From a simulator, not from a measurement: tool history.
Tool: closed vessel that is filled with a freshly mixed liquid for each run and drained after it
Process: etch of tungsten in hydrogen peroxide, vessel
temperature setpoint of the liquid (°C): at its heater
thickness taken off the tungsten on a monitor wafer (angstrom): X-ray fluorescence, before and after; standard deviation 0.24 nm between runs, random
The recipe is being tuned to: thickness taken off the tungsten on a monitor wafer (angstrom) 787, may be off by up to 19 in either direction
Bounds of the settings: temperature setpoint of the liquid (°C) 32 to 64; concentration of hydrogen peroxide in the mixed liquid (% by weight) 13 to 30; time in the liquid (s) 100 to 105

run  hour  temperature setpoint of the liquid (°C)  concentration of hydrogen peroxide in the mixed liquid (% by weight)  time in the liquid (s)  thickness taken off the tungsten on a monitor wafer (angstrom)
  1     0                                       48                                                                    26                     100                                                          1719.7
  2   1.1                                       48                                                                  21.5                     100                                                          1570.3
  3   2.4                                       44                                                                  21.5                     100                                                          1225.5
  4   7.8                                       42                                                                  21.5                     100                                                          1074.8
  5  14.4                                       42                                                                  23.5                     100                                                          1118.9
  6  17.1                                       42                                                                    18                     100                                                          984.03
  7  24.9                                       41                                                                    18                     100                                                          926.08
  8  29.4                                     40.5                                                                    18                     100                                                          895.32
  9  37.8                                       40                                                                    18                     100                                                          865.44
 10  39.1                                     39.5                                                                    18                     100                                                          833.33
 11  39.6                                       39                                                                    18                     100                                                          808.58

Exercise: of the 5 proposed moves below, exactly one satisfies all targets within the stated allowed misses. Which move is it?
  A  40.1                                     41.5                                                                    14                     100                                                               ?
  B  40.1                                     37.5                                                                    21                     105                                                               ?
  C  40.1                                       39                                                                  18.5                     105                                                               ?
  D  40.1                                       36                                                                  25.5                     100                                                               ?
  E  40.1                                       37                                                                    23                     105                                                               ?

move  thickness taken off the tungsten on a monitor wafer (angstrom)
   A                                                          839.94
   B                                                          831.86
   C                                                          861.79
   D                                                          790.18
   E                                                          842.21
A: its largest miss is bigger than the last run's
B: its largest miss is bigger than the last run's
C: its largest miss is bigger than the last run's
D: every result within its allowed miss
E: its largest miss is bigger than the last run's
Go with D: it meets all targets.
